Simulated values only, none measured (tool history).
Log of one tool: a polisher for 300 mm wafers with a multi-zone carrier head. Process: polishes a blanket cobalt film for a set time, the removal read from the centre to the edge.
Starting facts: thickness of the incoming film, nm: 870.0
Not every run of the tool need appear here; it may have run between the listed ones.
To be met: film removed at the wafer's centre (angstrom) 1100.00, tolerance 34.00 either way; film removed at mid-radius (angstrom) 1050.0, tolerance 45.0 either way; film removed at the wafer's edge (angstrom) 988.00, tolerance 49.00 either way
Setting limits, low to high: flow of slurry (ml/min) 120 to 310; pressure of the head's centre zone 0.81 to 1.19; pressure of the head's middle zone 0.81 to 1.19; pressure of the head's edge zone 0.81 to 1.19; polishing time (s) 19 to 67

| run | day | flow of slurry (ml/min) | pressure of the head's centre zone | pressure of the head's middle zone | pressure of the head's edge zone | polishing time (s) | film removed at the wafer's centre (angstrom) | film removed at mid-radius (angstrom) | film removed at the wafer's edge (angstrom) |
|---|---|---|---|---|---|---|---|---|---|
| 1 | 0.000 | 200 | 1.00 | 1.00 | 1.00 | 43 | 1698.10 | 1732.8 | 1741.90 |
| 2 | 0.304 | 200 | 1.00 | 1.00 | 0.95 | 43 | 1705.10 | 1716.0 | 1745.10 |
| 3 | 0.504 | 200 | 1.00 | 1.00 | 0.87 | 43 | 1698.40 | 1803.3 | 1649.70 |
| 4 | 0.588 | 200 | 1.00 | 1.00 | 0.81 | 43 | 1704.60 | 1789.7 | 1639.80 |
| 5 | 0.912 | 200 | 1.01 | 0.99 | 0.81 | 38 | 1528.80 | 1511.0 | 1388.70 |
| 6 | 0.958 | 175 | 1.01 | 0.99 | 0.81 | 38 | 1487.50 | 1475.2 | 1358.50 |
| 7 | 1.262 | 170 | 1.00 | 0.99 | 0.81 | 36 | 1395.40 | 1385.4 | 1274.30 |
| 8 | 1.625 | 165 | 0.99 | 0.99 | 0.81 | 34 | 1279.70 | 1352.6 | 1213.10 |
| 9 | 1.967 | 160 | 1.00 | 0.98 | 0.81 | 33 | 1246.80 | 1253.7 | 1159.90 |
| 10 | 2.017 | 155 | 1.01 | 0.98 | 0.81 | 32 | 1219.70 | 1239.5 | 1154.30 |
| 11 | 2.300 | 155 | 1.01 | 0.98 | 0.81 | 32 | 1213.30 | 1199.6 | 1146.20 |
| 12 | 2.425 | 160 | 1.02 | 0.99 | 0.81 | 30 | 1159.40 | 1196.0 | 1079.30 |
| 13 | 2.658 | 155 | 1.03 | 0.98 | 0.81 | 29 | 1129.90 | 1109.9 | 1022.60 |
| 14 | 2.704 | 150 | 1.03 | 0.98 | 0.81 | 29 | 1112.10 | 1102.2 | 1042.20 |
| 15 | 3.038 | 150 | 1.05 | 0.99 | 0.81 | 29 | 1140.10 | 1120.8 | 1030.00 |
| 16 | 3.238 | 150 | 1.05 | 0.99 | 0.81 | 29 | 1118.80 | 1106.4 | 1022.80 |
| 17 | 3.471 | 145 | 1.06 | 0.99 | 0.81 | 29 | 1157.60 | 1098.6 | 1013.40 |
| 18 | 3.504 | 135 | 1.04 | 0.97 | 0.81 | 28 | 1062.40 | 1026.6 | 956.03 |

Which single option among these 5 for the next run brings every result within its allowed miss of target? Just one does.
| A | 3.538 | 130 | 1.02 | 0.99 | 0.83 | 28 | ? | ? | ? |
| B | 3.538 | 120 | 1.13 | 1.15 | 0.81 | 26 | ? | ? | ? |
| C | 3.538 | 120 | 1.19 | 1.09 | 0.81 | 27 | ? | ? | ? |
| D | 3.538 | 180 | 1.05 | 0.96 | 0.82 | 27 | ? | ? | ? |
| E | 3.538 | 155 | 0.98 | 0.99 | 0.81 | 27 | ? | ? | ? |

| move | film removed at the wafer's centre (angstrom) | film removed at mid-radius (angstrom) | film removed at the wafer's edge (angstrom) |
|---|---|---|---|
| A | 1026.80 | 1034.0 | 972.17 |
| B | 1031.30 | 1066.0 | 877.31 |
| C | 1127.80 | 1056.9 | 911.79 |
| D | 1105.30 | 1044.0 | 982.20 |
| E | 997.67 | 1040.6 | 955.84 |
A: further off than the last run
B: further off than the last run
C: brings the result that was furthest off to its target, and leaves another outside
D: in spec on every target
E: further off than the last run
Answer: D

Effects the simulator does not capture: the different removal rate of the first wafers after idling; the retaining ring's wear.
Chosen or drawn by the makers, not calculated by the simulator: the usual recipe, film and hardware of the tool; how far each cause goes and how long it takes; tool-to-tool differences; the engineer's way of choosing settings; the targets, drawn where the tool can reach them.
